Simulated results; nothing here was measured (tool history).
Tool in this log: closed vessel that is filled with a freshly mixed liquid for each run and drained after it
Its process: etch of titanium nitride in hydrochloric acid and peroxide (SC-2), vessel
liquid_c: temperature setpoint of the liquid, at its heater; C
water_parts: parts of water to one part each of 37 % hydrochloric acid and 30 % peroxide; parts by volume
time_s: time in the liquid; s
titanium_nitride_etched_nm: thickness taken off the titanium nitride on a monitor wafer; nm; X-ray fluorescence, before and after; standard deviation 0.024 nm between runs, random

Run 1, hour 0.0: liquid_c 45.0 C, water_parts 10.5 parts by volume, time_s 950 s. Result: titanium_nitride_etched_nm 12.4170 nm.
Run 2, hour 3.4: liquid_c 43.0 C, water_parts 10.5 parts by volume, time_s 950 s. Result: titanium_nitride_etched_nm 10.7590 nm.
Run 3, hour 6.5: liquid_c 41.5 C, water_parts 10.5 parts by volume, time_s 950 s. Result: titanium_nitride_etched_nm 9.7035 nm.
Run 4, hour 12.4: liquid_c 47.0 C, water_parts 10.5 parts by volume, time_s 950 s. Result: titanium_nitride_etched_nm 14.2300 nm.
Run 5, hour 15.3: liquid_c 44.5 C, water_parts 10.5 parts by volume, time_s 950 s. Result: titanium_nitride_etched_nm 11.9280 nm.
Run 6, hour 19.3: liquid_c 42.5 C, water_parts 10.5 parts by volume, time_s 950 s. Result: titanium_nitride_etched_nm 10.4200 nm.
Run 7, hour 21.5: liquid_c 41.0 C, water_parts 10.5 parts by volume, time_s 950 s. Result: titanium_nitride_etched_nm 9.3638 nm.

Expected results for the next run?
Run 8, hour 29.5: liquid_c 40.0 C, water_parts 10.5 parts by volume, time_s 950 s. Result: titanium_nitride_etched_nm ?.

{"run 8": {"titanium_nitride_etched_nm": 8.7836}}
